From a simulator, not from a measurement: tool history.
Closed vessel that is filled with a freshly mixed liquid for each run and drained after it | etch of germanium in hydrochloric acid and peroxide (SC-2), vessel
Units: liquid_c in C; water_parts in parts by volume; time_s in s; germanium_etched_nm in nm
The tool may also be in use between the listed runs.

run  hour  liquid_c  water_parts  time_s  germanium_etched_nm
  1   0.0      59.0          8.5      85               207.38
  2   0.9      57.5          8.5      85               198.47
  3   9.8      51.5          8.5      85               166.16
  4  13.2      51.5          6.5      85               169.42
  5  13.9      51.5          8.0      85               165.21
  6  17.7      51.5          8.0      95               187.19

The next listed run, before its measurement:
  7  19.9      51.5          8.0      95                    ?

{"run 7": {"germanium_etched_nm": 185.14}}
